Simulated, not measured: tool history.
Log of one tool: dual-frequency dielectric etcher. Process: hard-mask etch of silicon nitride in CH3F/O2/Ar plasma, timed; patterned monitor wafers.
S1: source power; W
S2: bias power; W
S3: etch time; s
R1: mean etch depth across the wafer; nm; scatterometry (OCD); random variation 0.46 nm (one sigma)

run,day,S1,S2,S3,R1
1,0,280,63,239.5,126.93
2,0.288,260,60,239.5,121.77
3,0.321,310,60,239.5,126.57
4,0.688,310,68,239.5,133.03
5,0.929,350,68,239.5,137.89
6,1.092,320,62,239.5,128.99
7,1.296,260,49,239.5,110.35
8,1.358,260,49,239.5,110.71
9,1.433,250,47,239.5,107.5
10,1.7,240,46,239.5,106.62

Forecast run 11:
11,1.738,230,45,239.5,?

Run 11 gave R1 104.12 nm.
